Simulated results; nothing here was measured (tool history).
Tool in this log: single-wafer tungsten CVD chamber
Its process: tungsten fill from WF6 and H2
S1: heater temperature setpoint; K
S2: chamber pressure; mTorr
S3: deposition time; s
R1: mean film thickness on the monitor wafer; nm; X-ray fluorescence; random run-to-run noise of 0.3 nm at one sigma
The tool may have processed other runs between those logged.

run 1 hour=0 | S1=648.15 S2=48700 S3=33.4 | R1=77.118
run 2 hour=2 | S1=650.15 S2=48700 S3=33.4 | R1=80.912
run 3 hour=5.2 | S1=651.15 S2=48700 S3=33.4 | R1=82.247
run 4 hour=11.4 | S1=660.15 S2=48700 S3=33.4 | R1=98.609
run 5 hour=18 | S1=652.15 S2=48700 S3=33.4 | R1=84.326
run 6 hour=23.4 | S1=648.15 S2=48700 S3=33.4 | R1=77.821
run 7 hour=25.3 | S1=650.15 S2=48700 S3=33.4 | R1=80.94
run 8 hour=33.1 | S1=651.15 S2=48700 S3=33.4 | R1=82.268
run 9 hour=37.1 | S1=652.15 S2=48700 S3=33.4 | R1=84.318

What will run 10 give?
run 10 hour=45.5 | S1=653.15 S2=48700 S3=33.4 | R1=?

Run 10 came out at R1 86.042 nm.
